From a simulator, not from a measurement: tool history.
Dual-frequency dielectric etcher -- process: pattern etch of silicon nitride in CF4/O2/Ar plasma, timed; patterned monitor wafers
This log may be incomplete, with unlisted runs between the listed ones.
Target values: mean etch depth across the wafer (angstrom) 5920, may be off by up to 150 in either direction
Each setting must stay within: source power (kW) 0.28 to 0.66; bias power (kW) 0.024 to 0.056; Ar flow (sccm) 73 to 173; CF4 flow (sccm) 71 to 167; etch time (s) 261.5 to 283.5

| run | hour | source power (kW) | bias power (kW) | Ar flow (sccm) | CF4 flow (sccm) | etch time (s) | mean etch depth across the wafer (angstrom) |
|---|---|---|---|---|---|---|---|
| 1 | 0 | 0.47 | 0.04 | 123 | 119 | 283.5 | 5050.3 |
| 2 | 1.6 | 0.47 | 0.044 | 123 | 119 | 283.5 | 5159.2 |
| 3 | 9.4 | 0.49 | 0.044 | 123 | 119 | 283.5 | 5445.4 |
| 4 | 11.7 | 0.5 | 0.044 | 123 | 119 | 283.5 | 5583.1 |
| 5 | 15.6 | 0.5 | 0.044 | 123 | 103 | 283.5 | 5426.8 |
| 6 | 20.7 | 0.5 | 0.044 | 123 | 103 | 261.5 | 4986.1 |
| 7 | 24 | 0.6 | 0.045 | 122 | 104 | 261.5 | 6074 |
| 8 | 27 | 0.6 | 0.045 | 122 | 104 | 261.5 | 6080.8 |

Which single option among these 5 for the next run brings every result within its allowed miss of target? Just one does.
| A | 30 | 0.61 | 0.045 | 114 | 111 | 261.5 | ? |
| B | 30 | 0.59 | 0.047 | 97 | 80 | 268.5 | ? |
| C | 30 | 0.62 | 0.043 | 90 | 98 | 270 | ? |
| D | 30 | 0.56 | 0.046 | 131 | 84 | 268.5 | ? |
| E | 30 | 0.58 | 0.046 | 114 | 105 | 261.5 | ? |

| move | mean etch depth across the wafer (angstrom) |
|---|---|
| A | 6316.2 |
| B | 6195.7 |
| C | 6664.5 |
| D | 5620.7 |
| E | 5987.9 |
A: its largest miss is bigger than the last run's
B: its largest miss is bigger than the last run's
C: its largest miss is bigger than the last run's
D: carries the result that was furthest off beyond its target, to the other side
E: every result lands within tolerance
The right move is E.

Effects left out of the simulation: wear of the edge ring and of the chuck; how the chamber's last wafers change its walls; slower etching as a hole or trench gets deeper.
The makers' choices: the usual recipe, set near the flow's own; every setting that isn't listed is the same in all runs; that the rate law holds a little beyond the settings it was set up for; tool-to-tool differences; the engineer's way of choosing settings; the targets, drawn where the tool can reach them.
